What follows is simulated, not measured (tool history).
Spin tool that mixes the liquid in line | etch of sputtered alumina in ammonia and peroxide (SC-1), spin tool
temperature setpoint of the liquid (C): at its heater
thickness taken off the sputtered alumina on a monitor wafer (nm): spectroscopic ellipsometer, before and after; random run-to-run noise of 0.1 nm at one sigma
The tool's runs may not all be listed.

run	hour	temperature setpoint of the liquid (C)	parts of 29 % ammonia solution to one part of 30 % peroxide (parts by volume)	time under the liquid (s)	thickness taken off the sputtered alumina on a monitor wafer (nm)
1	0.0	61.0	0.8	120	7.4556
2	0.7	61.0	0.9	120	7.5455
3	3.7	63.0	0.9	120	8.3297
4	10.5	64.5	0.9	120	8.9174
5	16.1	64.5	0.9	120	8.8679
6	20.1	66.0	0.9	120	9.5916
7	24.3	67.0	0.9	120	10.1990
8	24.8	67.5	0.9	120	10.4340

Estimate the outcome of run 9 from the log above:
9	32.6	68.0	0.9	120	?

For run 9 the tool returned thickness taken off the sputtered alumina on a monitor wafer (nm) 10.5520.
